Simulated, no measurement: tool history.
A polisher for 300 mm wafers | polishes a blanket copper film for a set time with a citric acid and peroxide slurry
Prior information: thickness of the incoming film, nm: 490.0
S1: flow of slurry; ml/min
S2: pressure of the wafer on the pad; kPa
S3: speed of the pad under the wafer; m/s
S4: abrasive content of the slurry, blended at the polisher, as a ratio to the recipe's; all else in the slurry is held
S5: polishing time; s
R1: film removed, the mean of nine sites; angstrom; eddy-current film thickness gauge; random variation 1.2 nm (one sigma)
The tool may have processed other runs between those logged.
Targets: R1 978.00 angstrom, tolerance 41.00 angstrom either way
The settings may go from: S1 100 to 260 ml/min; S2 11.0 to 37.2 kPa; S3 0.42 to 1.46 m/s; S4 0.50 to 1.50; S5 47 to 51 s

run,hour,S1,S2,S3,S4,S5,R1
1,0.0,165,24.1,0.94,1.00,51,1326.30
2,5.3,165,24.1,1.08,1.00,51,1434.10
3,10.7,165,22.8,1.08,1.00,51,1364.00
4,11.3,165,21.4,1.08,1.00,51,1276.30
5,16.0,165,23.4,1.08,1.00,51,1417.00
6,23.3,165,23.4,1.08,1.00,51,1408.00
7,26.1,165,22.1,1.08,1.00,51,1310.30
8,30.8,165,21.4,1.08,1.00,51,1275.40
9,37.7,165,20.7,1.08,1.00,51,1238.20
10,45.9,165,20.0,1.08,1.00,51,1191.40
11,51.0,155,15.2,1.06,1.00,51,891.93

Which one of the following 4 next-run settings gets every result inside its allowed miss? There is exactly one.
A,56.1,150,15.2,1.02,1.00,48,?
B,56.1,155,15.2,1.20,1.00,51,?
C,56.1,155,13.8,1.16,0.95,47,?
D,56.1,145,15.9,0.98,1.00,50,?

move,R1
A,810.20
B,957.46
C,782.00
D,854.48
A: the biggest miss grows against the last run
B: every result within its allowed miss
C: the biggest miss grows against the last run
D: the biggest miss grows against the last run
So the answer is move B, the one that meets all the targets.
